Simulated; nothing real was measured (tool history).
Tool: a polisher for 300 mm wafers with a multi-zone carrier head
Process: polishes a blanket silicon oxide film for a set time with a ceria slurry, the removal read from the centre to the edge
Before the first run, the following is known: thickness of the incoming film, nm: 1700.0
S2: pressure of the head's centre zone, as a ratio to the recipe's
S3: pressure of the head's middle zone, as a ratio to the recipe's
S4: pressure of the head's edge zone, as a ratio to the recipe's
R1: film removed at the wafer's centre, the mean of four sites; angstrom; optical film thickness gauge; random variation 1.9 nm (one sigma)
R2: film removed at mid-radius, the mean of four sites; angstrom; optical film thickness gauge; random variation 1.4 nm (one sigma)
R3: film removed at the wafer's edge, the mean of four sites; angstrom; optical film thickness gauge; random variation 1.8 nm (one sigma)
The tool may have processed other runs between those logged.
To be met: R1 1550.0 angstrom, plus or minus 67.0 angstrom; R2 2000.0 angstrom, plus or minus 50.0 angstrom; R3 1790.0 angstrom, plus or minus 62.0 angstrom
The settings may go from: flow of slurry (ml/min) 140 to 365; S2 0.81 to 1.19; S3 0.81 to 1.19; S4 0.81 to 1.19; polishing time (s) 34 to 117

{"run": 1, "hour": 0.0, "flow of slurry (ml/min)": 235, "S2": 1.0, "S3": 1.0, "S4": 1.0, "polishing time (s)": 75, "R1": 2907.1, "R2": 2985.8, "R3": 2880.2}
{"run": 2, "hour": 5.6, "flow of slurry (ml/min)": 235, "S2": 1.0, "S3": 1.05, "S4": 1.0, "polishing time (s)": 75, "R1": 2877.5, "R2": 3086.7, "R3": 2933.9}
{"run": 3, "hour": 6.4, "flow of slurry (ml/min)": 235, "S2": 1.0, "S3": 1.05, "S4": 1.07, "polishing time (s)": 75, "R1": 2889.7, "R2": 3055.2, "R3": 3012.6}
{"run": 4, "hour": 7.9, "flow of slurry (ml/min)": 270, "S2": 1.0, "S3": 1.05, "S4": 1.07, "polishing time (s)": 75, "R1": 2935.5, "R2": 3088.0, "R3": 2987.9}
{"run": 5, "hour": 10.3, "flow of slurry (ml/min)": 270, "S2": 1.0, "S3": 1.05, "S4": 1.01, "polishing time (s)": 75, "R1": 2945.9, "R2": 3093.7, "R3": 2944.3}
{"run": 6, "hour": 14.8, "flow of slurry (ml/min)": 270, "S2": 1.0, "S3": 1.05, "S4": 1.01, "polishing time (s)": 82, "R1": 3277.0, "R2": 3395.9, "R3": 3233.5}
{"run": 7, "hour": 20.2, "flow of slurry (ml/min)": 270, "S2": 0.96, "S3": 1.04, "S4": 0.98, "polishing time (s)": 72, "R1": 2745.0, "R2": 2962.3, "R3": 2787.2}
{"run": 8, "hour": 29.1, "flow of slurry (ml/min)": 260, "S2": 0.92, "S3": 1.04, "S4": 0.95, "polishing time (s)": 64, "R1": 2259.5, "R2": 2649.2, "R3": 2395.6}

Exercise: of the 4 proposed moves below, exactly one satisfies all targets within the stated allowed misses. Which move is it?
{"run": "A", "hour": 38.0, "flow of slurry (ml/min)": 185, "S2": 0.86, "S3": 0.95, "S4": 1.13, "polishing time (s)": 47, "R1": "?", "R2": "?", "R3": "?"}
{"run": "B", "hour": 38.0, "flow of slurry (ml/min)": 315, "S2": 0.86, "S3": 1.1, "S4": 0.99, "polishing time (s)": 46, "R1": "?", "R2": "?", "R3": "?"}
{"run": "C", "hour": 38.0, "flow of slurry (ml/min)": 210, "S2": 0.91, "S3": 1.05, "S4": 0.98, "polishing time (s)": 46, "R1": "?", "R2": "?", "R3": "?"}
{"run": "D", "hour": 38.0, "flow of slurry (ml/min)": 315, "S2": 1.03, "S3": 1.06, "S4": 1.03, "polishing time (s)": 91, "R1": "?", "R2": "?", "R3": "?"}

move=A R1=1532.2 R2=1724.2 R3=1918.6
move=B R1=1583.7 R2=2004.9 R3=1819.2
move=C R1=1611.1 R2=1859.3 R3=1763.9
move=D R1=3756.7 R2=3839.0 R3=3670.7
A: carries the result that was furthest off beyond its target, to the other side
B: all results land within tolerance of their targets
C: carries the result that was furthest off beyond its target, to the other side
D: its largest miss is bigger than the last run's
B is the move that brings every result within its allowed miss.

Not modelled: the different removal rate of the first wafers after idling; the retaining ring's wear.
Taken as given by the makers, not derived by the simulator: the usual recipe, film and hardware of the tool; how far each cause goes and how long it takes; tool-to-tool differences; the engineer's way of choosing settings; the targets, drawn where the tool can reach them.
